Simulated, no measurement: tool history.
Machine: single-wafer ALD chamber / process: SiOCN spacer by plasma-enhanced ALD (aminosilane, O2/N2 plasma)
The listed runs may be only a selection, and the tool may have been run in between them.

run	day	heater temperature setpoint (°C)	number of ALD cycles (cycles)	mean film thickness on the monitor wafer (Å)
1	0.000	420	112	69.428
2	0.262	414	120	75.620
3	0.317	409	120	77.394
4	0.492	406	124	80.291
5	0.821	406	115	74.520
6	0.996	416	115	71.759
7	1.104	411	122	77.983
8	1.417	407	126	81.731

Predict the results of run 9:
9	1.517	404	129	?

mean film thickness on the monitor wafer (Å): 84.473

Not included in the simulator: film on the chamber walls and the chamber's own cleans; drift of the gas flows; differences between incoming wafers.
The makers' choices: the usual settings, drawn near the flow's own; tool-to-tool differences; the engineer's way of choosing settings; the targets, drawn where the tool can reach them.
